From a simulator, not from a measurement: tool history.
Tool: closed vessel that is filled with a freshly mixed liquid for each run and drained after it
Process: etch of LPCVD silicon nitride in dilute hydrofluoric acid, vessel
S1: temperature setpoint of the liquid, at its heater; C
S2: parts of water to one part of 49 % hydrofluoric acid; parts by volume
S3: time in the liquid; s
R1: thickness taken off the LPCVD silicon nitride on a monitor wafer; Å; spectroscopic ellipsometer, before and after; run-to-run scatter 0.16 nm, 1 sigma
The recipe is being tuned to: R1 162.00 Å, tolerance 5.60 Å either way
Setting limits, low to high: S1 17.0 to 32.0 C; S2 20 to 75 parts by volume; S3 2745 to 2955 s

Run 1, hour 0.0: S1 24.0 C, S2 45 parts by volume, S3 2745 s. Result: R1 302.33 Å.
Run 2, hour 1.5: S1 24.0 C, S2 30 parts by volume, S3 2745 s. Result: R1 451.89 Å.
Run 3, hour 5.7: S1 22.5 C, S2 35 parts by volume, S3 2745 s. Result: R1 357.69 Å.
Run 4, hour 9.4: S1 26.0 C, S2 35 parts by volume, S3 2745 s. Result: R1 445.11 Å.
Run 5, hour 12.1: S1 24.0 C, S2 40 parts by volume, S3 2745 s. Result: R1 338.43 Å.
Run 6, hour 18.4: S1 24.0 C, S2 25 parts by volume, S3 2745 s. Result: R1 536.95 Å.
Run 7, hour 24.4: S1 22.5 C, S2 30 parts by volume, S3 2745 s. Result: R1 416.83 Å.
Run 8, hour 28.0: S1 21.0 C, S2 35 parts by volume, S3 2745 s. Result: R1 315.31 Å.
Run 9, hour 31.6: S1 20.0 C, S2 40 parts by volume, S3 2745 s. Result: R1 261.84 Å.
Run 10, hour 40.4: S1 19.5 C, S2 40 parts by volume, S3 2745 s. Result: R1 251.75 Å.
Run 11, hour 46.6: S1 19.0 C, S2 40 parts by volume, S3 2745 s. Result: R1 248.86 Å.
Run 12, hour 52.0: S1 19.0 C, S2 40 parts by volume, S3 2745 s. Result: R1 238.97 Å.
Run 13, hour 56.0: S1 18.5 C, S2 40 parts by volume, S3 2745 s. Result: R1 234.32 Å.
Run 14, hour 61.1: S1 18.0 C, S2 40 parts by volume, S3 2745 s. Result: R1 230.18 Å.
Run 15, hour 66.3: S1 18.0 C, S2 40 parts by volume, S3 2745 s. Result: R1 226.85 Å.
Run 16, hour 72.7: S1 17.5 C, S2 45 parts by volume, S3 2745 s. Result: R1 193.78 Å.
Run 17, hour 79.5: S1 17.0 C, S2 50 parts by volume, S3 2745 s. Result: R1 170.33 Å.

5 next moves are on the table. One of them brings every result within its allowed miss. Which?
Run A, hour 86.3: S1 19.0 C, S2 55 parts by volume, S3 2755 s. Result: R1 ?.
Run B, hour 86.3: S1 17.0 C, S2 50 parts by volume, S3 2940 s. Result: R1 ?.
Run C, hour 86.3: S1 18.0 C, S2 55 parts by volume, S3 2835 s. Result: R1 ?.
Run D, hour 86.3: S1 17.0 C, S2 55 parts by volume, S3 2905 s. Result: R1 ?.
Run E, hour 86.3: S1 17.0 C, S2 50 parts by volume, S3 2860 s. Result: R1 ?.

move      R1
   A  180.27
   B  183.27
   C  172.94
   D  165.12
   E  178.29
A: moves away from the targets compared with the last run
B: moves away from the targets compared with the last run
C: moves away from the targets compared with the last run
D: all results in spec
E: moves away from the targets compared with the last run
D is the move that brings every result within its allowed miss.

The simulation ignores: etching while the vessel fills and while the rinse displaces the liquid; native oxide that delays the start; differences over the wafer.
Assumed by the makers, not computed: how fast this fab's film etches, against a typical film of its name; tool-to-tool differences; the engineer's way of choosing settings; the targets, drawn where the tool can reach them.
